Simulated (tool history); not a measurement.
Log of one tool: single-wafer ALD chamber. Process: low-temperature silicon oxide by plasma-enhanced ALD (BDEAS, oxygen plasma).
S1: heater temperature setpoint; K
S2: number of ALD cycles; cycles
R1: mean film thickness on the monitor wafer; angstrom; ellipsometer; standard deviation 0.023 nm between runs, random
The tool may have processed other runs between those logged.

| run | day | S1 | S2 | R1 |
|---|---|---|---|---|
| 1 | 0 | 363.15 | 44 | 64.231 |
| 2 | 0.158 | 367.15 | 42 | 60.781 |
| 3 | 0.308 | 369.15 | 40 | 56.876 |
| 4 | 0.654 | 369.15 | 42 | 59.59 |
| 5 | 0.683 | 373.15 | 41 | 57.805 |
| 6 | 0.842 | 375.15 | 39 | 54.983 |
| 7 | 0.992 | 376.15 | 38 | 53.531 |
| 8 | 1.321 | 377.15 | 37 | 52.012 |
| 9 | 1.425 | 378.15 | 36 | 50.259 |
| 10 | 1.504 | 379.15 | 36 | 50.175 |

Run 11 comes next. What will it give?
| 11 | 1.533 | 380.15 | 36 | ? |

Run 11 produced R1 50.619 angstrom.
